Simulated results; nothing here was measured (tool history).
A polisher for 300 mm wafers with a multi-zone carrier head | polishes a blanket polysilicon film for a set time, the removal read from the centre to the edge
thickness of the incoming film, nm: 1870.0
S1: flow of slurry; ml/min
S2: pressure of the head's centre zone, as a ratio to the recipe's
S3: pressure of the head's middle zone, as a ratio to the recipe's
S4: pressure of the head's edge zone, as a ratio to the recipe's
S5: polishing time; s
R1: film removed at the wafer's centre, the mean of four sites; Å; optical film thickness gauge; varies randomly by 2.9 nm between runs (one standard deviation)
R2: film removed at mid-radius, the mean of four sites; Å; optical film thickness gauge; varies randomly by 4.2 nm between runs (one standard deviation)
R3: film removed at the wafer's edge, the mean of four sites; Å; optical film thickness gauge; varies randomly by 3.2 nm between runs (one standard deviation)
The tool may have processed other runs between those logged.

run,hour,S1,S2,S3,S4,S5,R1,R2,R3
1,0.0,215,1.00,1.00,1.00,64,2759.3,2928.6,2897.5
2,2.9,215,1.00,1.00,1.04,64,2762.9,2938.9,2901.1
3,4.8,215,1.00,1.00,1.11,64,2794.9,2892.1,3005.6
4,6.0,215,1.00,0.92,1.11,64,2761.0,2699.6,3009.6
5,13.5,215,1.00,0.86,1.11,64,2749.2,2550.8,2966.8
6,22.2,230,1.00,0.95,1.11,67,2904.6,2979.4,3186.2

For run 7, what comes out?
7,26.3,290,1.08,1.05,1.18,71,?,?,?

Run 7 came out at R1 3402.5 Å, R2 3485.6 Å, R3 3504.0 Å.
